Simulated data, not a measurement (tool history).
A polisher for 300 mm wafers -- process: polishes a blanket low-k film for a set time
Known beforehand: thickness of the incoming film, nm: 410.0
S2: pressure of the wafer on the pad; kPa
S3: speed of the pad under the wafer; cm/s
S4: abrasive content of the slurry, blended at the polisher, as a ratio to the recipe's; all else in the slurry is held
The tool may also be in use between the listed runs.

run 1 hour=0 | flow_of_slurry_(ml/min)=240 S2=15.9 S3=78 S4=1 polishing_time_(s)=23 | film_removed_(Å)=97.063
run 2 hour=3.4 | flow_of_slurry_(ml/min)=240 S2=15.9 S3=66 S4=1 polishing_time_(s)=23 | film_removed_(Å)=82.868
run 3 hour=7.6 | flow_of_slurry_(ml/min)=240 S2=15.9 S3=80 S4=1 polishing_time_(s)=23 | film_removed_(Å)=97.156
run 4 hour=9.2 | flow_of_slurry_(ml/min)=240 S2=15.9 S3=80 S4=1 polishing_time_(s)=20 | film_removed_(Å)=84.999
run 5 hour=9.9 | flow_of_slurry_(ml/min)=240 S2=15.9 S3=80 S4=1.15 polishing_time_(s)=20 | film_removed_(Å)=88.89
run 6 hour=13.6 | flow_of_slurry_(ml/min)=240 S2=15.9 S3=80 S4=1.3 polishing_time_(s)=20 | film_removed_(Å)=92.48
-- hour=15 head pressure recalibrated
run 7 hour=15 | flow_of_slurry_(ml/min)=240 S2=15.2 S3=80 S4=1.3 polishing_time_(s)=20 | film_removed_(Å)=94.343

Run 8, settings as shown, results not yet in. Your forecast:
run 8 hour=17.6 | flow_of_slurry_(ml/min)=240 S2=13.8 S3=80 S4=1.3 polishing_time_(s)=20 | film_removed_(Å)=?

Run 8 yielded film removed (Å) 85.491.
